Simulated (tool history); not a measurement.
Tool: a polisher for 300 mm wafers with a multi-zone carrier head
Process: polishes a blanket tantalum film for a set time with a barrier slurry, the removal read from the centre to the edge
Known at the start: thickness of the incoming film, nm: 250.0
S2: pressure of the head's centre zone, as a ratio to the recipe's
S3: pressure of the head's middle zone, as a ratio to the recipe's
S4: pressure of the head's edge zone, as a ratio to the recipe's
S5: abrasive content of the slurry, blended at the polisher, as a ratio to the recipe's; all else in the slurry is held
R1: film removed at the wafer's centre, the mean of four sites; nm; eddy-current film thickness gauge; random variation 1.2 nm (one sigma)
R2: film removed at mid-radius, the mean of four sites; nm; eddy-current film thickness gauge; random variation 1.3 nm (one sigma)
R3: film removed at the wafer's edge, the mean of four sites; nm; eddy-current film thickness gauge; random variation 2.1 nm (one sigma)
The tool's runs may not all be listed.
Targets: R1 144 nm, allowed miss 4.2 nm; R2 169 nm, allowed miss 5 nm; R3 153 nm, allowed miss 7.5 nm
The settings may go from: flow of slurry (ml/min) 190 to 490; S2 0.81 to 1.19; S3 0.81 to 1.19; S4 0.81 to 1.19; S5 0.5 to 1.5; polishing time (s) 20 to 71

{"run": 1, "hour": 0.0, "flow of slurry (ml/min)": 315, "S2": 1, "S3": 1, "S4": 1, "S5": 1, "polishing time (s)": 45, "R1": 101.18, "R2": 101.41, "R3": 102.19}
{"run": 2, "hour": 9.0, "flow of slurry (ml/min)": 360, "S2": 1, "S3": 1, "S4": 1, "S5": 1, "polishing time (s)": 45, "R1": 102.65, "R2": 101.84, "R3": 101.74}
{"run": 3, "hour": 15.2, "flow of slurry (ml/min)": 400, "S2": 1, "S3": 1, "S4": 1, "S5": 1, "polishing time (s)": 45, "R1": 101.28, "R2": 103.63, "R3": 104.75}
{"run": 4, "hour": 22.8, "flow of slurry (ml/min)": 400, "S2": 1, "S3": 1, "S4": 0.91, "S5": 1, "polishing time (s)": 45, "R1": 103.17, "R2": 103.14, "R3": 98.953}
{"run": 5, "hour": 25.6, "flow of slurry (ml/min)": 410, "S2": 1, "S3": 1.03, "S4": 0.94, "S5": 1.1, "polishing time (s)": 47, "R1": 109.1, "R2": 112.67, "R3": 107.34}
{"run": 6, "hour": 27.8, "flow of slurry (ml/min)": 420, "S2": 1, "S3": 1.06, "S4": 0.96, "S5": 1.2, "polishing time (s)": 49, "R1": 114.7, "R2": 121.08, "R3": 110.72}
{"run": 7, "hour": 30.5, "flow of slurry (ml/min)": 430, "S2": 0.99, "S3": 1.07, "S4": 0.98, "S5": 1.25, "polishing time (s)": 51, "R1": 120.02, "R2": 128.56, "R3": 121.18}
{"run": 8, "hour": 32.6, "flow of slurry (ml/min)": 435, "S2": 0.99, "S3": 1.09, "S4": 0.99, "S5": 1.3, "polishing time (s)": 53, "R1": 125.47, "R2": 135.78, "R3": 124.39}

Which of these 5 next moves meets every target?
{"run": "A", "hour": 34.7, "flow of slurry (ml/min)": 390, "S2": 0.83, "S3": 1.07, "S4": 1.09, "S5": 1.25, "polishing time (s)": 66, "R1": "?", "R2": "?", "R3": "?"}
{"run": "B", "hour": 34.7, "flow of slurry (ml/min)": 410, "S2": 0.93, "S3": 1.13, "S4": 0.99, "S5": 1.5, "polishing time (s)": 63, "R1": "?", "R2": "?", "R3": "?"}
{"run": "C", "hour": 34.7, "flow of slurry (ml/min)": 480, "S2": 1.09, "S3": 0.99, "S4": 1.03, "S5": 1.1, "polishing time (s)": 55, "R1": "?", "R2": "?", "R3": "?"}
{"run": "D", "hour": 34.7, "flow of slurry (ml/min)": 445, "S2": 0.88, "S3": 1.19, "S4": 0.97, "S5": 1.3, "polishing time (s)": 65, "R1": "?", "R2": "?", "R3": "?"}
{"run": "E", "hour": 34.7, "flow of slurry (ml/min)": 450, "S2": 1.02, "S3": 1.11, "S4": 0.91, "S5": 1.45, "polishing time (s)": 61, "R1": "?", "R2": "?", "R3": "?"}

move=A R1=131.03 R2=167.08 R3=162.1
move=B R1=145.3 R2=172.19 R3=152.5
move=C R1=142.62 R2=129.87 R3=129.95
move=D R1=139.3 R2=181.71 R3=152.64
move=E R1=154.58 R2=164.44 R3=141.83
A: brings the result that was furthest off to its target, and leaves another outside
B: meets every target
C: further off than the last run
D: takes the result that was furthest off past its target
E: brings the result that was furthest off to its target, and leaves another outside
The right move is B.
